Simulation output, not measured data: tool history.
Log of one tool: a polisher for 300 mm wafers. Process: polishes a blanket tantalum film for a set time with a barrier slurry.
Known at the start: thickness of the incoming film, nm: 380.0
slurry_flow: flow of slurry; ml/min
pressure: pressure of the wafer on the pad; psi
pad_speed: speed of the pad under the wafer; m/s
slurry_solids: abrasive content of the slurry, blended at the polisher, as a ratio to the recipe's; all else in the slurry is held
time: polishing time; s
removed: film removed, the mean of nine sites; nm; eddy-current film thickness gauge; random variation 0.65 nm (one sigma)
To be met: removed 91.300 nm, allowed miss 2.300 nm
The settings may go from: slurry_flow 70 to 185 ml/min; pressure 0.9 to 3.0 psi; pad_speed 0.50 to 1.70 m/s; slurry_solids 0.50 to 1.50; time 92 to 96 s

{"run": 1, "hour": 0.0, "slurry_flow": 120, "pressure": 1.9, "pad_speed": 1.1, "slurry_solids": 1.0, "time": 92, "removed": 197.36}
{"run": 2, "hour": 8.4, "slurry_flow": 120, "pressure": 1.4, "pad_speed": 1.1, "slurry_solids": 1.0, "time": 92, "removed": 153.18}
{"run": 3, "hour": 10.5, "slurry_flow": 120, "pressure": 1.4, "pad_speed": 1.1, "slurry_solids": 1.0, "time": 96, "removed": 158.3}
{"run": 4, "hour": 19.0, "slurry_flow": 110, "pressure": 1.2, "pad_speed": 1.02, "slurry_solids": 1.0, "time": 96, "removed": 128.41}
{"run": 5, "hour": 23.9, "slurry_flow": 110, "pressure": 1.2, "pad_speed": 1.02, "slurry_solids": 1.0, "time": 96, "removed": 130.11}
{"run": 6, "hour": 30.2, "slurry_flow": 110, "pressure": 1.2, "pad_speed": 1.12, "slurry_solids": 1.0, "time": 96, "removed": 141.9}
{"hour": 37.8, "done": "head pressure recalibrated"}
{"run": 7, "hour": 37.8, "slurry_flow": 85, "pressure": 0.9, "pad_speed": 0.82, "slurry_solids": 1.0, "time": 96, "removed": 75.905}
{"run": 8, "hour": 44.0, "slurry_flow": 100, "pressure": 0.9, "pad_speed": 0.82, "slurry_solids": 1.0, "time": 96, "removed": 77.719}
{"run": 9, "hour": 45.0, "slurry_flow": 115, "pressure": 0.9, "pad_speed": 0.82, "slurry_solids": 1.0, "time": 96, "removed": 79.45}
{"run": 10, "hour": 47.1, "slurry_flow": 125, "pressure": 1.0, "pad_speed": 0.82, "slurry_solids": 1.0, "time": 96, "removed": 87.346}
{"run": 11, "hour": 48.5, "slurry_flow": 130, "pressure": 1.0, "pad_speed": 0.82, "slurry_solids": 1.0, "time": 96, "removed": 87.756}
{"run": 12, "hour": 53.5, "slurry_flow": 135, "pressure": 1.0, "pad_speed": 0.82, "slurry_solids": 1.0, "time": 96, "removed": 87.789}
{"run": 13, "hour": 60.7, "slurry_flow": 150, "pressure": 1.1, "pad_speed": 0.82, "slurry_solids": 1.0, "time": 96, "removed": 95.429}
{"run": 14, "hour": 62.4, "slurry_flow": 145, "pressure": 1.1, "pad_speed": 0.82, "slurry_solids": 1.0, "time": 96, "removed": 95.314}
{"run": 15, "hour": 66.4, "slurry_flow": 140, "pressure": 1.1, "pad_speed": 0.82, "slurry_solids": 1.0, "time": 96, "removed": 94.661}
{"run": 16, "hour": 67.9, "slurry_flow": 135, "pressure": 1.1, "pad_speed": 0.82, "slurry_solids": 1.0, "time": 96, "removed": 93.689}
{"run": 17, "hour": 69.0, "slurry_flow": 130, "pressure": 1.1, "pad_speed": 0.82, "slurry_solids": 1.0, "time": 96, "removed": 94.568}

5 next moves are on the table. One of them brings every result within its allowed miss. Which?
{"run": "A", "hour": 70.1, "slurry_flow": 80, "pressure": 1.0, "pad_speed": 0.94, "slurry_solids": 1.25, "time": 96, "removed": "?"}
{"run": "B", "hour": 70.1, "slurry_flow": 125, "pressure": 1.0, "pad_speed": 0.9, "slurry_solids": 1.15, "time": 95, "removed": "?"}
{"run": "C", "hour": 70.1, "slurry_flow": 130, "pressure": 1.4, "pad_speed": 0.7, "slurry_solids": 0.95, "time": 96, "removed": "?"}
{"run": "D", "hour": 70.1, "slurry_flow": 140, "pressure": 1.1, "pad_speed": 0.82, "slurry_solids": 1.0, "time": 96, "removed": "?"}
{"run": "E", "hour": 70.1, "slurry_flow": 135, "pressure": 1.1, "pad_speed": 0.82, "slurry_solids": 1.05, "time": 92, "removed": "?"}

move=A removed=96.536
move=B removed=97.014
move=C removed=96.047
move=D removed=94.918
move=E removed=91.453
A: further off than the last run
B: further off than the last run
C: further off than the last run
D: further off than the last run
E: meets every target
Move E is the one to make.

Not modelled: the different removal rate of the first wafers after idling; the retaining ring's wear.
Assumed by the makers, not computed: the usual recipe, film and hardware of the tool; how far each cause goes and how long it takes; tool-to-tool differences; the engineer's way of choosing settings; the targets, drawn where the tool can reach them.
